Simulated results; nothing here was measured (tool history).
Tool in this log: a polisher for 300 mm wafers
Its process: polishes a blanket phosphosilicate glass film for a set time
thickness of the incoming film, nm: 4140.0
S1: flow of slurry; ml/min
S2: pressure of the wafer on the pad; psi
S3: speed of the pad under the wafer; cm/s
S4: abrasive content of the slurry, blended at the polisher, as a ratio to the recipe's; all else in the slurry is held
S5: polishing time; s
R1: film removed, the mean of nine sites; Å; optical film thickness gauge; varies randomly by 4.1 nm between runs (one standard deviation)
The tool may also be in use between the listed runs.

run 1 day=0 | S1=300 S2=3.3 S3=122 S4=1 S5=50 | R1=4516.9
run 2 day=0.142 | S1=300 S2=3.3 S3=122 S4=1.15 S5=50 | R1=4836.7
run 3 day=0.508 | S1=300 S2=3.3 S3=98 S4=1.15 S5=50 | R1=4114.8
run 4 day=0.725 | S1=300 S2=3.3 S3=98 S4=1.3 S5=50 | R1=4327.9
run 5 day=1.071 | S1=300 S2=3.3 S3=98 S4=1.3 S5=50 | R1=4350.5
run 6 day=1.121 | S1=300 S2=3.3 S3=98 S4=1.3 S5=44 | R1=3860.5

Expected results for the next run?
run 7 day=1.383 | S1=300 S2=3.2 S3=98 S4=1.3 S5=44 | R1=?

{"run 7": {"R1": 3734.2}}

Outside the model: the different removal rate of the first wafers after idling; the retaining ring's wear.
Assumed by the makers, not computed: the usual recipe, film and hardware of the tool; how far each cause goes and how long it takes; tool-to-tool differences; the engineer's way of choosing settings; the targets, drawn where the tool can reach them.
